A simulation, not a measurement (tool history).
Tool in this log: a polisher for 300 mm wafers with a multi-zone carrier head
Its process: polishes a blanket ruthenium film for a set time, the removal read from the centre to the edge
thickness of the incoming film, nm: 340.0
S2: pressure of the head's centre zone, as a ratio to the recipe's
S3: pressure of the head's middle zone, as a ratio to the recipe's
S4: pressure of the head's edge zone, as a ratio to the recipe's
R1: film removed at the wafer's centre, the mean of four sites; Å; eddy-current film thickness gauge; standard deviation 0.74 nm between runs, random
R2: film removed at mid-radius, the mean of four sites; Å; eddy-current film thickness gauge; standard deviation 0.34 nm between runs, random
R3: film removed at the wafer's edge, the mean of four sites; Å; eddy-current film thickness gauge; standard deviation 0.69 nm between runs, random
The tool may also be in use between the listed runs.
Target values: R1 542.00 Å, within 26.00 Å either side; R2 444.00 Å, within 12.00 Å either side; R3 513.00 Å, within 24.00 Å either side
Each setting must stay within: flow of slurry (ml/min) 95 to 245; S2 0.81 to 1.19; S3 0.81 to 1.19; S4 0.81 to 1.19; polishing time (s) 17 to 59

run 1 day=0.000 | flow_of_slurry_(ml/min)=155 S2=1.00 S3=1.00 S4=1.00 polishing_time_(s)=38 | R1=428.15 R2=422.02 R3=423.16
run 2 day=0.142 | flow_of_slurry_(ml/min)=155 S2=0.96 S3=1.00 S4=1.00 polishing_time_(s)=38 | R1=405.94 R2=423.48 R3=408.15
run 3 day=0.312 | flow_of_slurry_(ml/min)=155 S2=0.96 S3=0.96 S4=1.00 polishing_time_(s)=38 | R1=409.74 R2=410.27 R3=410.07
run 4 day=0.525 | flow_of_slurry_(ml/min)=155 S2=0.96 S3=0.96 S4=0.97 polishing_time_(s)=38 | R1=413.85 R2=406.01 R3=411.97
run 5 day=0.646 | flow_of_slurry_(ml/min)=155 S2=0.96 S3=0.96 S4=0.97 polishing_time_(s)=47 | R1=505.86 R2=499.57 R3=503.63
run 6 day=1.017 | flow_of_slurry_(ml/min)=155 S2=0.96 S3=0.92 S4=0.97 polishing_time_(s)=47 | R1=506.39 R2=489.67 R3=503.22
run 7 day=1.067 | flow_of_slurry_(ml/min)=150 S2=0.98 S3=0.90 S4=0.98 polishing_time_(s)=47 | R1=510.73 R2=476.25 R3=521.60
run 8 day=1.267 | flow_of_slurry_(ml/min)=150 S2=0.99 S3=0.89 S4=0.96 polishing_time_(s)=47 | R1=517.09 R2=472.81 R3=491.22

Consider the 4 candidate settings below. Which is the only one whose results all fall within their allowed miss of target?
run A day=1.467 | flow_of_slurry_(ml/min)=140 S2=1.03 S3=0.82 S4=0.99 polishing_time_(s)=48 | R1=? R2=? R3=?
run B day=1.467 | flow_of_slurry_(ml/min)=145 S2=1.16 S3=0.89 S4=1.01 polishing_time_(s)=42 | R1=? R2=? R3=?
run C day=1.467 | flow_of_slurry_(ml/min)=160 S2=1.04 S3=0.85 S4=0.98 polishing_time_(s)=42 | R1=? R2=? R3=?
run D day=1.467 | flow_of_slurry_(ml/min)=165 S2=1.10 S3=0.90 S4=0.90 polishing_time_(s)=43 | R1=? R2=? R3=?

move=A R1=549.18 R2=445.97 R3=519.13
move=B R1=545.05 R2=419.27 R3=459.92
move=C R1=495.91 R2=409.63 R3=458.13
move=D R1=539.98 R2=441.43 R3=451.79
A: all results land within tolerance of their targets
B: takes the result that was furthest off past its target
C: takes the result that was furthest off past its target
D: puts the biggest miss on target and leaves a different result outside tolerance
So the answer is move A, the one that meets all the targets.

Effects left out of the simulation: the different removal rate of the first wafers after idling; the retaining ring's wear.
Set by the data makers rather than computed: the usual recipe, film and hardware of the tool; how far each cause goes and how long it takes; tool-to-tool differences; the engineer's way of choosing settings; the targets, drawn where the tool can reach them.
